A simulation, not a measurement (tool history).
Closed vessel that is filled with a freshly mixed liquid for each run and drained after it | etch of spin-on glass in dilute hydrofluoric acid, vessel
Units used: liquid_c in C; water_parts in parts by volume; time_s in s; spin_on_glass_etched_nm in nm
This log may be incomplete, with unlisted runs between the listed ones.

run,hour,liquid_c,water_parts,time_s,spin_on_glass_etched_nm
1,0,23,240,30,4.7859
2,7.2,24,235,30,5.0614
3,10.7,25,230,30,5.4288
4,18.8,25.5,225,30,5.6981
5,25.3,26,220,30,5.9279
6,28.9,26,220,30,5.9562
7,35.6,30,180,30,8.6085
8,41,29.5,180,30,8.5144
# hour 43.4: thermometer replaced
9,43.4,29,180,30,9.129
10,50.4,28.5,180,30,8.8806

The next listed run, before its measurement:
11,51.8,27.5,180,30,?

{"run 11": {"spin_on_glass_etched_nm": 8.6185}}

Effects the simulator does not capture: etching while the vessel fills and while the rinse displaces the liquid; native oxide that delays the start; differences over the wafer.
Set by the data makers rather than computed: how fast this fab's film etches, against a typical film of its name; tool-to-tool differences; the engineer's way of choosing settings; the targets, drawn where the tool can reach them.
